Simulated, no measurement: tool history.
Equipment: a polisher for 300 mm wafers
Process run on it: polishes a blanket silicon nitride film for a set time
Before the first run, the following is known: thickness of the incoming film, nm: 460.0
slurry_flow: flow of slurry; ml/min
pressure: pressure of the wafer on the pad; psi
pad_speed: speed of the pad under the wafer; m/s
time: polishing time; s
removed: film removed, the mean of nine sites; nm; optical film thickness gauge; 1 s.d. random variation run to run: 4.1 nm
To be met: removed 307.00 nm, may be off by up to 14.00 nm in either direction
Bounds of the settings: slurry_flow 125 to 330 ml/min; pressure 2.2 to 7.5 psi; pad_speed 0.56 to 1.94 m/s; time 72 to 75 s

Run 1, hour 0.0: slurry_flow 210 ml/min, pressure 4.8 psi, pad_speed 1.24 m/s, time 72 s. Result: removed 207.33 nm.
Run 2, hour 7.1: slurry_flow 210 ml/min, pressure 4.3 psi, pad_speed 1.24 m/s, time 72 s. Result: removed 185.35 nm.
Run 3, hour 14.4: slurry_flow 210 ml/min, pressure 4.3 psi, pad_speed 1.24 m/s, time 75 s. Result: removed 189.89 nm.
Run 4, hour 17.4: slurry_flow 210 ml/min, pressure 4.3 psi, pad_speed 1.24 m/s, time 75 s. Result: removed 191.26 nm.
Run 5, hour 25.2: slurry_flow 210 ml/min, pressure 4.6 psi, pad_speed 1.24 m/s, time 75 s. Result: removed 206.01 nm.
Run 6, hour 26.6: slurry_flow 210 ml/min, pressure 4.8 psi, pad_speed 1.24 m/s, time 75 s. Result: removed 218.82 nm.
Run 7, hour 28.0: slurry_flow 210 ml/min, pressure 5.0 psi, pad_speed 1.24 m/s, time 75 s. Result: removed 222.51 nm.
Run 8, hour 32.8: slurry_flow 210 ml/min, pressure 5.2 psi, pad_speed 1.24 m/s, time 75 s. Result: removed 237.36 nm.
Run 9, hour 38.5: slurry_flow 210 ml/min, pressure 5.3 psi, pad_speed 1.24 m/s, time 75 s. Result: removed 238.56 nm.
Run 10, hour 41.5: slurry_flow 210 ml/min, pressure 5.5 psi, pad_speed 1.24 m/s, time 75 s. Result: removed 244.86 nm.
Run 11, hour 50.3: slurry_flow 210 ml/min, pressure 5.7 psi, pad_speed 1.24 m/s, time 75 s. Result: removed 257.99 nm.
Run 12, hour 51.9: slurry_flow 210 ml/min, pressure 5.8 psi, pad_speed 1.24 m/s, time 75 s. Result: removed 260.97 nm.
Run 13, hour 58.5: slurry_flow 210 ml/min, pressure 5.9 psi, pad_speed 1.24 m/s, time 75 s. Result: removed 268.80 nm.

Consider the 5 candidate settings below. Which is the only one whose results all fall within their allowed miss of target?
Run A, hour 65.1: slurry_flow 215 ml/min, pressure 6.6 psi, pad_speed 1.18 m/s, time 72 s. Result: removed ?.
Run B, hour 65.1: slurry_flow 190 ml/min, pressure 5.7 psi, pad_speed 1.76 m/s, time 75 s. Result: removed ?.
Run C, hour 65.1: slurry_flow 240 ml/min, pressure 7.2 psi, pad_speed 1.30 m/s, time 75 s. Result: removed ?.
Run D, hour 65.1: slurry_flow 215 ml/min, pressure 5.6 psi, pad_speed 1.00 m/s, time 72 s. Result: removed ?.
Run E, hour 65.1: slurry_flow 195 ml/min, pressure 6.0 psi, pad_speed 1.50 m/s, time 73 s. Result: removed ?.

move  removed
   A   275.21
   B   298.97
   C   331.63
   D   217.45
   E   282.19
A: nearer the targets than the last run, but a result is still out of spec
B: hits every target within its allowed miss
C: pushes the last run's worst result past its target
D: further off than the last run
E: nearer the targets than the last run, but a result is still out of spec
So the answer is move B, the one that meets all the targets.
